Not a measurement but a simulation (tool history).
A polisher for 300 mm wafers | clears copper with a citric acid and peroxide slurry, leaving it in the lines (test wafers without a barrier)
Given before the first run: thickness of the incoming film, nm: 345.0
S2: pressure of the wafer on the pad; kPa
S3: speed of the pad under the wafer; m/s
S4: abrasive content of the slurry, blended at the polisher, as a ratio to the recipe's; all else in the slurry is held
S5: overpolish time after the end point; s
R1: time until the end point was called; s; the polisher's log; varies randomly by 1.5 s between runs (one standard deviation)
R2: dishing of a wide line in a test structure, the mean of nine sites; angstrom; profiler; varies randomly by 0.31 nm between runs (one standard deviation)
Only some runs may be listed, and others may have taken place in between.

Run 1, hour 0.0: flow of slurry (ml/min) 205, S2 28.3 kPa, S3 1.42 m/s, S4 1.0, S5 28 s. Result: R1 83.263 s, R2 284.84 angstrom.
Run 2, hour 4.9: flow of slurry (ml/min) 205, S2 26.2 kPa, S3 1.42 m/s, S4 1.0, S5 28 s. Result: R1 86.709 s, R2 277.60 angstrom.
Run 3, hour 11.1: flow of slurry (ml/min) 205, S2 24.1 kPa, S3 1.40 m/s, S4 1.0, S5 30 s. Result: R1 92.770 s, R2 277.76 angstrom.
Run 4, hour 19.3: flow of slurry (ml/min) 205, S2 21.4 kPa, S3 1.40 m/s, S4 1.0, S5 30 s. Result: R1 99.897 s, R2 274.20 angstrom.
Run 5, hour 23.3: flow of slurry (ml/min) 205, S2 21.4 kPa, S3 1.72 m/s, S4 1.0, S5 30 s. Result: R1 80.449 s, R2 287.10 angstrom.
Run 6, hour 27.3: flow of slurry (ml/min) 205, S2 21.4 kPa, S3 1.72 m/s, S4 1.2, S5 30 s. Result: R1 81.821 s, R2 282.76 angstrom.
Run 7, hour 31.5: flow of slurry (ml/min) 205, S2 19.3 kPa, S3 1.68 m/s, S4 1.2, S5 31 s. Result: R1 86.829 s, R2 285.44 angstrom.
Run 8, hour 39.6: flow of slurry (ml/min) 205, S2 17.9 kPa, S3 1.64 m/s, S4 1.2, S5 31 s. Result: R1 96.224 s, R2 277.80 angstrom.
Run 9, hour 46.4: flow of slurry (ml/min) 205, S2 16.5 kPa, S3 1.62 m/s, S4 1.2, S5 31 s. Result: R1 96.527 s, R2 275.40 angstrom.

Run 10 is up next; what results do you expect?
Run 10, hour 50.1: flow of slurry (ml/min) 200, S2 13.1 kPa, S3 1.42 m/s, S4 1.2, S5 33 s. Result: R1 ?, R2 ?.

{"run 10": {"R1": 124.18, "R2": 268.24}}
